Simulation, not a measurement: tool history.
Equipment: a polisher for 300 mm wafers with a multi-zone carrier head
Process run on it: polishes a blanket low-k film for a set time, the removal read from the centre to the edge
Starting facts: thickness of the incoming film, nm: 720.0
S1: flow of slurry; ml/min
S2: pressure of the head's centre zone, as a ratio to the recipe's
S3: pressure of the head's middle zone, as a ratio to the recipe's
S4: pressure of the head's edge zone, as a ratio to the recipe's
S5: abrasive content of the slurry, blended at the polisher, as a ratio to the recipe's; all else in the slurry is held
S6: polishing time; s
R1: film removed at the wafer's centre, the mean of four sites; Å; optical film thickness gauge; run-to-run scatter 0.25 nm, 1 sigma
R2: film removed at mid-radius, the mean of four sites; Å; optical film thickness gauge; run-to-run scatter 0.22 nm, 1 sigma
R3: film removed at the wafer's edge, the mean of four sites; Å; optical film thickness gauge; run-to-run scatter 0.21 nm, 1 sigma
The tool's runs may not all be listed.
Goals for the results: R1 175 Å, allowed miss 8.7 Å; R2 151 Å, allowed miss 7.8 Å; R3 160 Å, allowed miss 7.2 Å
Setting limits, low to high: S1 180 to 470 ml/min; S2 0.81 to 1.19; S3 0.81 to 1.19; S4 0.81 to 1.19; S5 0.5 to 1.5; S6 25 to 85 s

{"run": 1, "hour": 0.0, "S1": 300, "S2": 1, "S3": 1, "S4": 1, "S5": 1, "S6": 55, "R1": 242.05, "R2": 243.77, "R3": 237.58}
{"run": 2, "hour": 7.3, "S1": 300, "S2": 1, "S3": 0.98, "S4": 0.99, "S5": 0.95, "S6": 54, "R1": 235.02, "R2": 221.14, "R3": 227.27}
{"run": 3, "hour": 9.7, "S1": 300, "S2": 1, "S3": 0.98, "S4": 0.98, "S5": 0.9, "S6": 53, "R1": 222.5, "R2": 208.6, "R3": 213.74}
{"run": 4, "hour": 10.3, "S1": 300, "S2": 1.08, "S3": 0.98, "S4": 0.98, "S5": 0.9, "S6": 53, "R1": 238.42, "R2": 213.91, "R3": 207.75}
{"run": 5, "hour": 15.8, "S1": 300, "S2": 1.07, "S3": 0.98, "S4": 0.97, "S5": 0.85, "S6": 53, "R1": 225.85, "R2": 201.61, "R3": 201.91}
{"run": 6, "hour": 23.3, "S1": 260, "S2": 1.07, "S3": 0.98, "S4": 0.97, "S5": 0.85, "S6": 53, "R1": 228.15, "R2": 200.32, "R3": 203.65}
{"run": 7, "hour": 28.2, "S1": 260, "S2": 1.07, "S3": 0.98, "S4": 0.96, "S5": 0.8, "S6": 53, "R1": 209.96, "R2": 193.38, "R3": 186.78}
{"run": 8, "hour": 35.8, "S1": 255, "S2": 1.06, "S3": 0.96, "S4": 0.95, "S5": 0.8, "S6": 53, "R1": 211.58, "R2": 186.18, "R3": 190.05}
{"run": 9, "hour": 39.2, "S1": 255, "S2": 1.05, "S3": 0.96, "S4": 0.94, "S5": 0.8, "S6": 53, "R1": 208.29, "R2": 194.05, "R3": 191.44}
{"run": 10, "hour": 45.2, "S1": 255, "S2": 1.05, "S3": 0.95, "S4": 0.94, "S5": 0.75, "S6": 53, "R1": 197.54, "R2": 180.72, "R3": 180.71}
{"run": 11, "hour": 52.2, "S1": 255, "S2": 1.05, "S3": 0.94, "S4": 0.93, "S5": 0.75, "S6": 53, "R1": 201.21, "R2": 177.54, "R3": 180.25}

Of the 4 settings listed for the next run, only one would bring every result within its allowed miss of target. Which one?
{"run": "A", "hour": 59.2, "S1": 215, "S2": 1.11, "S3": 0.98, "S4": 1.06, "S5": 0.65, "S6": 51, "R1": "?", "R2": "?", "R3": "?"}
{"run": "B", "hour": 59.2, "S1": 250, "S2": 1.01, "S3": 1.04, "S4": 0.87, "S5": 0.7, "S6": 51, "R1": "?", "R2": "?", "R3": "?"}
{"run": "C", "hour": 59.2, "S1": 250, "S2": 0.95, "S3": 0.82, "S4": 0.97, "S5": 0.6, "S6": 56, "R1": "?", "R2": "?", "R3": "?"}
{"run": "D", "hour": 59.2, "S1": 280, "S2": 1.15, "S3": 1, "S4": 0.9, "S5": 0.7, "S6": 45, "R1": "?", "R2": "?", "R3": "?"}

move=A R1=175.35 R2=149.55 R3=156.55
move=B R1=174.78 R2=172 R3=154.82
move=C R1=155.67 R2=133.9 R3=154.95
move=D R1=178.46 R2=148.76 R3=140.28
A: every result lands within tolerance
B: better than the last run, though not everything is in spec
C: takes the result that was furthest off past its target
D: gets the furthest-off result to its target, but another result is out of tolerance
Move A is the one to make.
